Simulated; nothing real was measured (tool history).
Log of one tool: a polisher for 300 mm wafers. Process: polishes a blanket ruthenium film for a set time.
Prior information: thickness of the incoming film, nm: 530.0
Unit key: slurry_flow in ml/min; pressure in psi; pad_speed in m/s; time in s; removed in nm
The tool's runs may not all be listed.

run  hour  slurry_flow  pressure  pad_speed  time  removed
  1     0          310         2       1.16   116   124.39
  2   5.1          310         2       1.16   121   129.51
  3  12.4          310       1.9       1.16   121   121.78
  4  19.6          310       1.9       1.16   121   122.76
  5  21.3          355       1.9       1.16   121   123.72
  6  28.2          390       1.9       1.16   121   128.53
  7  35.7          385       1.9       1.16   121   125.95

For run 8, what comes out?
  8  42.9          385       1.6       1.16   121        ?

removed: 110.38 nm
